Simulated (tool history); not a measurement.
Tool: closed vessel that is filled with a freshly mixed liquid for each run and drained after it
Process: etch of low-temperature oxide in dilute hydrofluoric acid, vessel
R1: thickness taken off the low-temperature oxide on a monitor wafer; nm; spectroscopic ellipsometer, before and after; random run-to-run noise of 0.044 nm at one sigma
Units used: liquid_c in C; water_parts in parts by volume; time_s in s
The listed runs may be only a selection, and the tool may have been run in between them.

run 1 hour=0 | liquid_c=25 water_parts=125 time_s=215 | R1=20.601
run 2 hour=7.4 | liquid_c=25 water_parts=125 time_s=150 | R1=14.562
run 3 hour=10.5 | liquid_c=25 water_parts=125 time_s=215 | R1=20.734
run 4 hour=12 | liquid_c=25 water_parts=125 time_s=215 | R1=20.543
run 5 hour=13.6 | liquid_c=25 water_parts=125 time_s=215 | R1=20.761
run 6 hour=19 | liquid_c=25 water_parts=125 time_s=150 | R1=14.409
run 7 hour=24.6 | liquid_c=23.5 water_parts=125 time_s=150 | R1=13.594

Predict the results of run 8:
run 8 hour=31.8 | liquid_c=19.5 water_parts=125 time_s=150 | R1=?

{"run 8": {"R1": 11.7}}
